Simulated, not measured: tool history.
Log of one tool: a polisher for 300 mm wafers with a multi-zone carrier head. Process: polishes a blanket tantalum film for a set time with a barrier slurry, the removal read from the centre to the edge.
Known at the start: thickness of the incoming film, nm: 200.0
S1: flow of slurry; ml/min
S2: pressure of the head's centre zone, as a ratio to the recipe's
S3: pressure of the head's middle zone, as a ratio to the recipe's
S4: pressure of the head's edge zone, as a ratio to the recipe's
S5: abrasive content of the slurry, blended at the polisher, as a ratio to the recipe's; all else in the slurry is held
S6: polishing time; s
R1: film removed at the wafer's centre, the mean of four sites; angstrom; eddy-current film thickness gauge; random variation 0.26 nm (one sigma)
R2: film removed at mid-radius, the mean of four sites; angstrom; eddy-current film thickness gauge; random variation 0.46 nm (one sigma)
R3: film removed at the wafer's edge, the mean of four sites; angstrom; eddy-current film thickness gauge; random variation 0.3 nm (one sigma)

run,hour,S1,S2,S3,S4,S5,S6,R1,R2,R3
1,0,245,1,1,1,1,46,618.79,591.63,578.96
2,7.6,235,0.96,0.97,0.97,0.85,45,556.01,544.35,531.11
3,10.7,225,0.92,0.93,0.96,0.75,44,488.97,484.35,487.91
4,18.3,215,0.89,0.9,0.93,0.75,44,472.53,478.08,486.98
5,19.1,215,0.89,0.9,0.97,0.75,44,476.31,476.76,502.38
6,25.3,210,0.87,0.88,0.94,0.7,44,446.62,457.21,476.6
7,27.1,205,0.86,0.86,0.92,0.65,44,433.81,441.32,455.03
8,35.3,200,0.85,0.85,0.91,0.65,44,421.63,430.99,455.06

Run 9 comes next. What will it give?
9,36.1,195,0.85,0.85,0.89,0.65,44,?,?,?

{"run 9": {"R1": 418.73, "R2": 428.94, "R3": 448.83}}
